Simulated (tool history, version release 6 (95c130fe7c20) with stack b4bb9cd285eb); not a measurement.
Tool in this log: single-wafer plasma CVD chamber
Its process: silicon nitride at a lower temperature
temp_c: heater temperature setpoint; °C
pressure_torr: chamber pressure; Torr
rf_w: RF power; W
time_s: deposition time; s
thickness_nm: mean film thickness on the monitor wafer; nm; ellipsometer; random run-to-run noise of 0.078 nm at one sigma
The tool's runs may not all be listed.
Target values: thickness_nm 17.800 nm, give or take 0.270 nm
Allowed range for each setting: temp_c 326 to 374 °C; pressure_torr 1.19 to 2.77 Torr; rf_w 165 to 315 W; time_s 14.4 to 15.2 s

run,hour,temp_c,pressure_torr,rf_w,time_s,thickness_nm
1,0.0,350,1.98,240,15.2,15.564
2,4.3,350,2.19,245,15.2,16.127
3,7.2,350,2.19,245,15.2,16.170
4,8.4,355,2.19,245,15.2,16.231
# hour 9.5: thermocouple changed; heater temperature recalibrated
5,9.5,355,2.19,245,15.2,16.229
6,11.7,355,2.19,225,15.2,15.129
7,13.8,355,2.33,235,15.2,15.847
8,19.4,355,2.43,245,15.2,16.656
9,20.4,355,2.51,250,15.2,16.914
10,21.4,355,2.56,255,15.2,17.442
11,22.7,355,2.60,255,15.2,17.403
12,30.6,355,2.64,255,15.2,17.498

Which of these 4 next moves meets every target?
A,38.5,348,2.61,255,15.0,?
B,38.5,355,2.75,265,14.6,?
C,38.5,357,2.37,285,14.6,?
D,38.5,345,2.68,255,14.9,?

move,thickness_nm
A,17.133
B,17.322
C,17.734
D,17.125
A: moves away from the targets compared with the last run
B: moves away from the targets compared with the last run
C: all results in spec
D: moves away from the targets compared with the last run
Move C is the one to make.
